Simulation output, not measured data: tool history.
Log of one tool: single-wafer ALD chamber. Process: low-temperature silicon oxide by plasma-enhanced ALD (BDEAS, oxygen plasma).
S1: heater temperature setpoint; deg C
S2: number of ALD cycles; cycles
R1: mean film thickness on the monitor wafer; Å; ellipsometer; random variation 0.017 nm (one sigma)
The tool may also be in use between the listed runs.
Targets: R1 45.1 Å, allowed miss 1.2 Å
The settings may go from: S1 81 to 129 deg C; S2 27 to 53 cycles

Run 1, day 0: S1 105 deg C, S2 40 cycles. Result: R1 51.555 Å.
Run 2, day 0.058: S1 106 deg C, S2 38 cycles. Result: R1 48.97 Å.
Run 3, day 0.221: S1 97 deg C, S2 38 cycles. Result: R1 49.79 Å.
Run 4, day 0.45: S1 101 deg C, S2 38 cycles. Result: R1 49.071 Å.
Run 5, day 0.662: S1 110 deg C, S2 38 cycles. Result: R1 48.511 Å.
Run 6, day 1.017: S1 110 deg C, S2 32 cycles. Result: R1 40.536 Å.
Run 7, day 1.179: S1 109 deg C, S2 33 cycles. Result: R1 42.414 Å.
Run 8, day 1.471: S1 109 deg C, S2 34 cycles. Result: R1 43.197 Å.
Run 9, day 1.796: S1 109 deg C, S2 34 cycles. Result: R1 43.377 Å.
Run 10, day 1.896: S1 109 deg C, S2 34 cycles. Result: R1 43.289 Å.
Run 11, day 2.033: S1 109 deg C, S2 34 cycles. Result: R1 43.341 Å.

Which of these 4 next moves meets every target?
Run A, day 2.171: S1 109 deg C, S2 33 cycles. Result: R1 ?.
Run B, day 2.171: S1 101 deg C, S2 35 cycles. Result: R1 ?.
Run C, day 2.171: S1 108 deg C, S2 33 cycles. Result: R1 ?.
Run D, day 2.171: S1 95 deg C, S2 31 cycles. Result: R1 ?.

move      R1
   A  42.056
   B  45.352
   C  42.144
   D   41.13
A: further off than the last run
B: meets every target
C: further off than the last run
D: further off than the last run
Move B is the one to make.
